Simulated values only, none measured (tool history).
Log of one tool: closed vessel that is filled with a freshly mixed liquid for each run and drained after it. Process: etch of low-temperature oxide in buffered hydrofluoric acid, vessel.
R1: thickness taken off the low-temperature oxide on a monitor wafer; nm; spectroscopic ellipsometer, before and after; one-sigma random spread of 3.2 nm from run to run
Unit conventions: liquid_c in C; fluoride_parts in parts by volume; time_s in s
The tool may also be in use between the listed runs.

{"run": 1, "hour": 0.0, "liquid_c": 22, "fluoride_parts": 16.5, "time_s": 95, "R1": 257.18}
{"run": 2, "hour": 6.3, "liquid_c": 22, "fluoride_parts": 21, "time_s": 95, "R1": 203.17}
{"run": 3, "hour": 11.2, "liquid_c": 24.5, "fluoride_parts": 16.5, "time_s": 95, "R1": 296.29}
{"run": 4, "hour": 19.8, "liquid_c": 24.5, "fluoride_parts": 20, "time_s": 95, "R1": 244.27}
{"run": 5, "hour": 26.3, "liquid_c": 24.5, "fluoride_parts": 20, "time_s": 95, "R1": 243.26}
{"hour": 35.2, "done": "thermometer replaced"}
{"run": 6, "hour": 35.2, "liquid_c": 24.5, "fluoride_parts": 15.5, "time_s": 95, "R1": 346.49}
{"run": 7, "hour": 41.0, "liquid_c": 26, "fluoride_parts": 14.5, "time_s": 95, "R1": 404.12}

Predict the results of run 8:
{"run": 8, "hour": 47.5, "liquid_c": 27.5, "fluoride_parts": 13.5, "time_s": 95, "R1": "?"}

Run 8 measured R1 465.79 nm.

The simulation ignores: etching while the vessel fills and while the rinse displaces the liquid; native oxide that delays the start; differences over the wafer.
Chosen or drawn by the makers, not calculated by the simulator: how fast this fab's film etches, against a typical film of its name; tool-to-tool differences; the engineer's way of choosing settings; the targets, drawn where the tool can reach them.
